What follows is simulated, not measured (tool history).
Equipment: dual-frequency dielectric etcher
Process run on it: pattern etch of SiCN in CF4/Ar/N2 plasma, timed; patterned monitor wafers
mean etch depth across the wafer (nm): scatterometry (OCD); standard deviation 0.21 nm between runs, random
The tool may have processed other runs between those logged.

run    day  source power (kW)  bias power (kW)  Ar flow (sccm)  CF4 flow (sccm)  etch time (s)  mean etch depth across the wafer (nm)
  1  0.000              0.430            0.072              89               58             76                                 60.518
  2  0.033              0.430            0.072              78               58             76                                 61.978
  3  0.400              0.430            0.082              78               58             76                                 66.581
  4  0.479              0.410            0.079              79               58             76                                 61.899
  5  0.600              0.410            0.079              94               58             76                                 59.175
  6  0.638              0.390            0.078              94               58             76                                 55.853

Predict the results of run 7:
  7  0.733              0.370            0.078              94               58             76                                      ?

mean etch depth across the wafer (nm): 52.420
